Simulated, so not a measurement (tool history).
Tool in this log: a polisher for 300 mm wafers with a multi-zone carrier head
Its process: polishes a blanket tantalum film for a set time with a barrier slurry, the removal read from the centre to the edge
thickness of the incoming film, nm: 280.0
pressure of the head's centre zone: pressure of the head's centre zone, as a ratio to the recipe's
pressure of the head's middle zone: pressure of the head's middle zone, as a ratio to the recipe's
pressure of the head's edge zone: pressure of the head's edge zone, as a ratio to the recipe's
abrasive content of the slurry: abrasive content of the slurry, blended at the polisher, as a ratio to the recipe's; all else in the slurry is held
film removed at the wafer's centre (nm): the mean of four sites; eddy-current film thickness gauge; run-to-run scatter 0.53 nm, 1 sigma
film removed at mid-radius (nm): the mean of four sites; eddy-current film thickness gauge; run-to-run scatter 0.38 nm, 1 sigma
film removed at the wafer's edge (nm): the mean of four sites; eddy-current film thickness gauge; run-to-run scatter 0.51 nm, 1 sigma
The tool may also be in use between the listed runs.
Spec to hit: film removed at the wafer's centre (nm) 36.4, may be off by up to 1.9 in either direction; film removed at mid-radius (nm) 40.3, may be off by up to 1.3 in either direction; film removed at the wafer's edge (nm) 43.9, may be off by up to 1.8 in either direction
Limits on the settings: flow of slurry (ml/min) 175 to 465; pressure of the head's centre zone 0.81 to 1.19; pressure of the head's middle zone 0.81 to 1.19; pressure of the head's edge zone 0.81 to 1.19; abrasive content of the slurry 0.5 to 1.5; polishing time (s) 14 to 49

run,hour,flow of slurry (ml/min),pressure of the head's centre zone,pressure of the head's middle zone,pressure of the head's edge zone,abrasive content of the slurry,polishing time (s),film removed at the wafer's centre (nm),film removed at mid-radius (nm),film removed at the wafer's edge (nm)
1,0,295,1,1,1,1,31,56.658,50.862,54.971
2,3.9,290,0.97,1,1,0.9,31,51.667,50.194,52.211
3,7.1,290,0.97,1,1.09,0.9,31,54.247,50.461,54.506
4,8.8,285,0.94,0.98,1.07,0.85,31,51.005,47.942,53.596
5,16.4,285,0.92,0.98,1.05,0.8,31,48.668,46.413,50.607
# hour 23.7: centre zone pressure recalibrated
6,23.7,285,0.92,1.05,1.05,0.8,31,46.661,49.221,51.27
7,31.8,275,0.9,1.04,1.05,0.75,31,43.852,47.9,50.856
8,36.6,275,0.89,1.03,1.03,0.7,31,43.002,46.365,48.122
9,42.2,265,0.88,1.02,1.03,0.7,31,41.273,46.045,48.622
10,45.2,265,0.87,1,1.02,0.7,31,41.195,45.284,47.823

Exactly one of the 4 candidate moves below puts every result within its allowed miss. Which one?
A,48.2,245,0.86,0.91,1.08,0.6,32,?,?,?
B,48.2,290,0.88,0.92,1.07,0.65,32,?,?,?
C,48.2,235,0.83,0.97,1.03,0.9,26,?,?,?
D,48.2,270,0.85,0.94,1.04,0.8,29,?,?,?

move,film removed at the wafer's centre (nm),film removed at mid-radius (nm),film removed at the wafer's edge (nm)
A,40.076,39.945,47.305
B,42.94,42.312,49.24
C,36.626,39.64,43.469
D,40.621,41.947,47.326
A: corrects the largest miss of the last run, while another result sits out of spec
B: moves toward the targets from the last run without getting all of them in spec
C: in spec on every target
D: moves toward the targets from the last run without getting all of them in spec
Go with C: it meets all targets.
